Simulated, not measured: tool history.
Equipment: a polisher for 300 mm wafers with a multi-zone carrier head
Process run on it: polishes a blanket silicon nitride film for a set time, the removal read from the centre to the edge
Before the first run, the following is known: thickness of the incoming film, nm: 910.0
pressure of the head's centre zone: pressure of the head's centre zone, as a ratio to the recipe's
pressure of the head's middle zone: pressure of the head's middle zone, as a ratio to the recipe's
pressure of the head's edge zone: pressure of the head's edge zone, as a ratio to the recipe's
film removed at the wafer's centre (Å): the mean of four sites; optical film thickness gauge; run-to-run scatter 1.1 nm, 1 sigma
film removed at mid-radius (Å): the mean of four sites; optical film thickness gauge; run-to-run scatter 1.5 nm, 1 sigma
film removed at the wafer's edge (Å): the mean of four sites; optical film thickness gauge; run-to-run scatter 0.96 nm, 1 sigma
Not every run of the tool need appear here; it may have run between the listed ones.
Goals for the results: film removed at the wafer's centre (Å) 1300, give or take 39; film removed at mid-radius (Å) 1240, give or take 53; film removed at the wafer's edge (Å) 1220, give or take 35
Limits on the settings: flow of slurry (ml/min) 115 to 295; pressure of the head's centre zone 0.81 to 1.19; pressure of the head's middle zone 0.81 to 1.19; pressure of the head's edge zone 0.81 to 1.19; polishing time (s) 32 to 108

run	hour	flow of slurry (ml/min)	pressure of the head's centre zone	pressure of the head's middle zone	pressure of the head's edge zone	polishing time (s)	film removed at the wafer's centre (Å)	film removed at mid-radius (Å)	film removed at the wafer's edge (Å)
1	0	190	1	1	1	70	1430	1501.8	1472.6
2	7.8	215	1	1	1	70	1479.7	1498	1470.6
3	14.1	215	1	0.93	1	70	1493.7	1414.9	1480.4
4	19	215	1	0.93	0.98	69	1458.2	1407.9	1449.7
5	27.3	215	1	0.93	0.97	68	1447.5	1373.4	1423.6
6	30.3	215	1	0.93	0.96	67	1391.8	1373.3	1390.1
7	38.6	215	1.01	0.92	0.95	66	1395.4	1307.6	1336.8
8	44.9	215	1.01	0.92	0.95	66	1393.7	1319.6	1388.1

Of the 4 settings listed for the next run, only one would bring every result within its allowed miss of target. Which one?
A	51.2	275	1.04	1.13	0.93	55	?	?	?
B	51.2	220	1	1.01	0.84	62	?	?	?
C	51.2	235	1.03	0.95	0.92	60	?	?	?
D	51.2	270	1.1	1.14	0.97	55	?	?	?

move	film removed at the wafer's centre (Å)	film removed at mid-radius (Å)	film removed at the wafer's edge (Å)
A	1227.8	1335.1	1149.2
B	1292.7	1334	1215.6
C	1299.7	1235.6	1234.2
D	1296.5	1342.2	1170.4
A: takes the result that was furthest off past its target
B: puts the biggest miss on target and leaves a different result outside tolerance
C: every result lands within tolerance
D: takes the result that was furthest off past its target
Go with C: it meets all targets.

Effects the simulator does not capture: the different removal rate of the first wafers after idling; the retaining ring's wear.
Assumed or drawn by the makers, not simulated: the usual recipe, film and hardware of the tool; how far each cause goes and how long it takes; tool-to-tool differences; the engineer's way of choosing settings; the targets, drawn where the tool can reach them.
